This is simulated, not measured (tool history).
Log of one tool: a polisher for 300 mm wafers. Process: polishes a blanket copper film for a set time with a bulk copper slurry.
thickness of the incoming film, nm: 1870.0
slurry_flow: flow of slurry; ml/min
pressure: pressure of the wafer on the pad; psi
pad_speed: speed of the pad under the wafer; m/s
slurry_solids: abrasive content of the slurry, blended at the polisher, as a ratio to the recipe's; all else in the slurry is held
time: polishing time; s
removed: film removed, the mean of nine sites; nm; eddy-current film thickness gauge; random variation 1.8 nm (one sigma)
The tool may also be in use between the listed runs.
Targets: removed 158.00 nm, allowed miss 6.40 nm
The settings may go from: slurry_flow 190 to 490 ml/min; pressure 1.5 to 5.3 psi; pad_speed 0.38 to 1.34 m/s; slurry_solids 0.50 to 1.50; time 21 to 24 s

run  hour  slurry_flow  pressure  pad_speed  slurry_solids  time  removed
  1   0.0          315       3.4       0.86           1.00    24   188.54
  2   7.7          315       3.4       0.86           1.10    24   191.18
  3  11.3          315       4.1       0.86           1.10    24   219.31
  4  12.9          315       4.1       0.86           1.10    21   191.57
  5  21.5          315       4.1       1.04           1.10    21   226.27
  6  23.6          315       4.5       1.04           1.10    21   242.58
  7  31.1          315       4.3       1.04           1.10    21   236.99
  8  35.2          315       4.1       1.04           1.10    21   226.46
  9  38.9          315       3.9       1.04           1.10    21   220.69
     45.8  -- head pressure recalibrated
 10  45.8          315       3.7       1.04           1.10    21   222.35
 11  47.2          315       3.5       1.02           1.10    21   217.19
 12  53.9          315       3.4       1.00           1.10    21   205.06
 13  58.1          315       3.2       0.98           1.10    21   195.47
 14  61.3          315       3.1       0.98           1.10    21   192.86

Which of these 5 next moves meets every target?
  A  64.5          335       2.9       1.04           1.20    21        ?
  B  64.5          490       2.1       1.10           1.10    24        ?
  C  64.5          310       2.8       0.94           1.05    22        ?
  D  64.5          415       3.0       0.96           0.85    21        ?
  E  64.5          330       2.8       0.70           1.30    24        ?

move  removed
   A   200.02
   B   203.40
   C   177.31
   D   171.72
   E   156.19
A: further off than the last run
B: further off than the last run
C: nearer than the last run, and not there yet
D: nearer than the last run, and not there yet
E: meets every target
Answer: E
